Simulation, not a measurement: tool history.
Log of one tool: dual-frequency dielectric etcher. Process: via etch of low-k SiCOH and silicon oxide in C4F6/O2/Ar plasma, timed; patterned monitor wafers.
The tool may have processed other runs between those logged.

run,hour,source power (W),bias power (W),etch time (s),mean etch depth across the wafer (nm)
1,0,400,156,28.5,73.583
2,8.3,400,156,26,67.047
3,16.1,420,160,26,69.525
4,21.6,400,160,26,68.082
5,28.7,420,164,26,69.516
6,36.7,420,141,26,66.296
7,38.3,430,147,26,67.432
8,43.9,440,154,26,69.487
9,47.6,450,159,26,70.294

Run 10 has not been measured yet. What should we expect?
10,54.7,460,165,26,?

{"run 10": {"mean etch depth across the wafer (nm)": 72.196}}

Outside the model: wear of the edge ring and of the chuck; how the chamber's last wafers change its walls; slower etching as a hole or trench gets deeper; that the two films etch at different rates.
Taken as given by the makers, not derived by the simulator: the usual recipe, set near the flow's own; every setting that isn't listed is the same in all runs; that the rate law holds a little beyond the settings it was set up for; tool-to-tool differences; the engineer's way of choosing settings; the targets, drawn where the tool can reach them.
